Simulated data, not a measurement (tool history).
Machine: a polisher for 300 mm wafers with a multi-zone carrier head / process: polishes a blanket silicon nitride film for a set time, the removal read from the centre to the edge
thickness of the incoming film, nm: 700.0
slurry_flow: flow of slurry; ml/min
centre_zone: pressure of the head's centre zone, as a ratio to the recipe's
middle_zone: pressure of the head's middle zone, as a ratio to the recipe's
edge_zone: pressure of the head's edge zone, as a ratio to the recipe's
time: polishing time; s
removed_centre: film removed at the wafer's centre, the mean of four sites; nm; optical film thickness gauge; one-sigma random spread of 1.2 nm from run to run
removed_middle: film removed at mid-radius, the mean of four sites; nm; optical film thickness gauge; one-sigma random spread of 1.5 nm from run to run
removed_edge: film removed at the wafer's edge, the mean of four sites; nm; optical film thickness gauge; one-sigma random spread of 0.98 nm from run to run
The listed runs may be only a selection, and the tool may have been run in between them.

| run | day | slurry_flow | centre_zone | middle_zone | edge_zone | time | removed_centre | removed_middle | removed_edge |
|---|---|---|---|---|---|---|---|---|---|
| 1 | 0 | 315 | 1 | 1 | 1 | 61 | 99.048 | 98.425 | 97.453 |
| 2 | 0.067 | 315 | 1 | 1.01 | 1.02 | 62 | 99.749 | 103.37 | 99.485 |
| 3 | 0.362 | 280 | 1 | 1.01 | 1.02 | 62 | 98.001 | 99.527 | 98.271 |
| 4 | 0.475 | 295 | 1 | 1.01 | 1.04 | 63 | 101.83 | 105.68 | 101.77 |
| 5 | 0.525 | 300 | 0.99 | 1 | 1.06 | 63 | 100.82 | 105.38 | 102.35 |
| 6 | 0.854 | 300 | 0.99 | 1 | 1.06 | 57 | 92.889 | 93.048 | 93.124 |
| 7 | 0.975 | 305 | 0.98 | 0.99 | 1.08 | 58 | 92.518 | 94.446 | 94.947 |
| 8 | 1.129 | 305 | 0.98 | 0.99 | 1.09 | 60 | 94.67 | 97.154 | 98.528 |

Expected results for the next run?
| 9 | 1.246 | 310 | 0.98 | 0.99 | 1.1 | 61 | ? | ? | ? |

{"run 9": {"removed_centre": 95.954, "removed_middle": 101.57, "removed_edge": 100.99}}
